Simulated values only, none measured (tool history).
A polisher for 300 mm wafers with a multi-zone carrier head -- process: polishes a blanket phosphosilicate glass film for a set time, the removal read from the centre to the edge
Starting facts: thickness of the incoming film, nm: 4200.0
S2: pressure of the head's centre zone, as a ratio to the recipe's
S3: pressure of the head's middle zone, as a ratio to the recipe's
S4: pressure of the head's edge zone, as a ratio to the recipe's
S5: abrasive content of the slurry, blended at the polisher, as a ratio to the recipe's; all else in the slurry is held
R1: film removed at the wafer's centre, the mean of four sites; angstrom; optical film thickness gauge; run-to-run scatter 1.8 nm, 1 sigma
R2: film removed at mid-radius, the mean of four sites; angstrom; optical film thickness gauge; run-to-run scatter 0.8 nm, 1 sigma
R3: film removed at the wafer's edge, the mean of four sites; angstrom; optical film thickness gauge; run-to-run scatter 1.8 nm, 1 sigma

Run 1, hour 0: flow of slurry (ml/min) 275, S2 1, S3 1, S4 1, S5 1, polishing time (s) 31. Result: R1 2005.5 angstrom, R2 1958.2 angstrom, R3 1986.5 angstrom.
Run 2, hour 7: flow of slurry (ml/min) 270, S2 1.02, S3 0.95, S4 0.97, S5 0.85, polishing time (s) 30. Result: R1 1718 angstrom, R2 1589.2 angstrom, R3 1694.1 angstrom.
Run 3, hour 9.8: flow of slurry (ml/min) 270, S2 1.02, S3 0.95, S4 0.97, S5 0.75, polishing time (s) 30. Result: R1 1563.6 angstrom, R2 1420.7 angstrom, R3 1474.8 angstrom.
Run 4, hour 12.1: flow of slurry (ml/min) 330, S2 1.02, S3 0.95, S4 0.97, S5 0.75, polishing time (s) 30. Result: R1 1572.1 angstrom, R2 1452.3 angstrom, R3 1487.8 angstrom.
Run 5, hour 15.9: flow of slurry (ml/min) 330, S2 1.04, S3 0.92, S4 0.95, S5 0.75, polishing time (s) 30. Result: R1 1605.3 angstrom, R2 1410.6 angstrom, R3 1471 angstrom.
Run 6, hour 18.9: flow of slurry (ml/min) 330, S2 1.05, S3 0.89, S4 0.94, S5 0.75, polishing time (s) 30. Result: R1 1642.9 angstrom, R2 1377.6 angstrom, R3 1476.5 angstrom.
Run 7, hour 24.4: flow of slurry (ml/min) 330, S2 1.05, S3 0.87, S4 0.93, S5 0.7, polishing time (s) 30. Result: R1 1512.8 angstrom, R2 1244.7 angstrom, R3 1392.7 angstrom.
Run 8, hour 26: flow of slurry (ml/min) 335, S2 1.06, S3 0.86, S4 0.92, S5 0.7, polishing time (s) 30. Result: R1 1535.1 angstrom, R2 1237 angstrom, R3 1386.3 angstrom.
Run 9, hour 28.8: flow of slurry (ml/min) 340, S2 1.06, S3 0.86, S4 0.91, S5 0.7, polishing time (s) 30. Result: R1 1554.1 angstrom, R2 1231.9 angstrom, R3 1360.6 angstrom.

What will run 10 give?
Run 10, hour 30.9: flow of slurry (ml/min) 340, S2 1.05, S3 0.85, S4 0.9, S5 0.7, polishing time (s) 30. Result: R1 ?, R2 ?, R3 ?.

R1: 1536.9 angstrom
R2: 1233 angstrom
R3: 1341.9 angstrom
